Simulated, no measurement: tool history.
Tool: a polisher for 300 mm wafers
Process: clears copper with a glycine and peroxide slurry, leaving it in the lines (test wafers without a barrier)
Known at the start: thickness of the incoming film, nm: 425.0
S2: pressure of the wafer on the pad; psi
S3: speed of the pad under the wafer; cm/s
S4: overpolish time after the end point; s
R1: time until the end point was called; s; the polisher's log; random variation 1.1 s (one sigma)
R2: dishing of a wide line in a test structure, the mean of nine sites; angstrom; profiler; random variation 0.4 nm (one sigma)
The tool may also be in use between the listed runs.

run 1 hour=0 | flow_of_slurry_(ml/min)=300 S2=2.2 S3=104 S4=9 | R1=106.05 R2=260.27
run 2 hour=3.1 | flow_of_slurry_(ml/min)=300 S2=1.9 S3=104 S4=9 | R1=114.8 R2=254
run 3 hour=4.3 | flow_of_slurry_(ml/min)=300 S2=1.9 S3=96 S4=9 | R1=121.63 R2=230.59
run 4 hour=10.4 | flow_of_slurry_(ml/min)=300 S2=1.9 S3=96 S4=6 | R1=115.89 R2=160.96
run 5 hour=11.2 | flow_of_slurry_(ml/min)=300 S2=2.2 S3=98 S4=6 | R1=110.49 R2=167.22
-- hour=13.1 head pressure recalibrated
run 6 hour=13.1 | flow_of_slurry_(ml/min)=300 S2=2.4 S3=98 S4=6 | R1=109.68 R2=170.69
run 7 hour=17 | flow_of_slurry_(ml/min)=305 S2=2.6 S3=106 S4=6 | R1=100.44 R2=189.51
run 8 hour=23.3 | flow_of_slurry_(ml/min)=305 S2=3.2 S3=114 S4=3 | R1=85.931 R2=113.57
run 9 hour=28.2 | flow_of_slurry_(ml/min)=305 S2=3.1 S3=118 S4=4 | R1=86.203 R2=154.26
run 10 hour=36.9 | flow_of_slurry_(ml/min)=305 S2=3.1 S3=122 S4=4 | R1=81.138 R2=159.97
run 11 hour=45.1 | flow_of_slurry_(ml/min)=305 S2=3.3 S3=122 S4=6 | R1=77.178 R2=233.29
run 12 hour=47.6 | flow_of_slurry_(ml/min)=305 S2=3.4 S3=120 S4=6 | R1=76.287 R2=232.83
run 13 hour=54.8 | flow_of_slurry_(ml/min)=305 S2=3.4 S3=118 S4=6 | R1=77.202 R2=223.83
run 14 hour=57.4 | flow_of_slurry_(ml/min)=305 S2=3.4 S3=116 S4=6 | R1=81.069 R2=234.77
run 15 hour=66 | flow_of_slurry_(ml/min)=305 S2=3.4 S3=118 S4=6 | R1=78.669 R2=239.21

The next listed run, before its measurement:
run 16 hour=73.1 | flow_of_slurry_(ml/min)=305 S2=3.4 S3=120 S4=6 | R1=? R2=?

R1: 78.816 s
R2: 242.96 angstrom

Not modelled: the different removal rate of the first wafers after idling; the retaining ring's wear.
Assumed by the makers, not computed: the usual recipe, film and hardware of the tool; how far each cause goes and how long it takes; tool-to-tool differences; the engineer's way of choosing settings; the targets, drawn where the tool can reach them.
